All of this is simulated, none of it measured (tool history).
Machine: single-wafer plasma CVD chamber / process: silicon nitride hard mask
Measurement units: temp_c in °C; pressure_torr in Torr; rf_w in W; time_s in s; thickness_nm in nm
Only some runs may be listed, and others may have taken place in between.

{"run": 1, "hour": 0.0, "temp_c": 385, "pressure_torr": 1.16, "rf_w": 370, "time_s": 75.4, "thickness_nm": 89.195}
{"run": 2, "hour": 8.4, "temp_c": 385, "pressure_torr": 1.33, "rf_w": 370, "time_s": 75.4, "thickness_nm": 95.037}
{"run": 3, "hour": 17.2, "temp_c": 385, "pressure_torr": 1.33, "rf_w": 395, "time_s": 75.4, "thickness_nm": 97.629}
{"run": 4, "hour": 22.0, "temp_c": 395, "pressure_torr": 1.33, "rf_w": 395, "time_s": 75.4, "thickness_nm": 97.331}
{"run": 5, "hour": 25.2, "temp_c": 395, "pressure_torr": 1.33, "rf_w": 365, "time_s": 75.4, "thickness_nm": 93.15}
{"run": 6, "hour": 33.0, "temp_c": 395, "pressure_torr": 1.38, "rf_w": 365, "time_s": 75.4, "thickness_nm": 93.857}

For run 7, what comes out?
{"run": 7, "hour": 36.7, "temp_c": 395, "pressure_torr": 1.42, "rf_w": 370, "time_s": 75.4, "thickness_nm": "?"}

{"run 7": {"thickness_nm": 96.045}}

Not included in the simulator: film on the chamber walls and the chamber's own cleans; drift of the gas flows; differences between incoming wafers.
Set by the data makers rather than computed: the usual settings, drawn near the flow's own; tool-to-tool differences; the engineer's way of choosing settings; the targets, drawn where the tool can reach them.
